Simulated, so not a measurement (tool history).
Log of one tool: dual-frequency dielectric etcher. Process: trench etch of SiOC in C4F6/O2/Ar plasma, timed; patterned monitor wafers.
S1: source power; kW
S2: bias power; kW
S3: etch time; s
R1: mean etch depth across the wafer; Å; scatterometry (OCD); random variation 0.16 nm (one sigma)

run	day	S1	S2	S3	R1
1	0.000	0.470	0.220	13.5	275.63
2	0.271	0.450	0.218	13.5	273.22
3	0.442	0.430	0.215	13.5	267.30
4	0.788	0.470	0.215	13.5	274.24
5	1.079	0.470	0.200	13.5	271.28
6	1.142	0.470	0.200	13.5	272.27
7	1.242	0.460	0.198	13.5	267.76

The next listed run, before its measurement:
8	1.567	0.450	0.196	13.5	?

{"run 8": {"R1": 264.37}}
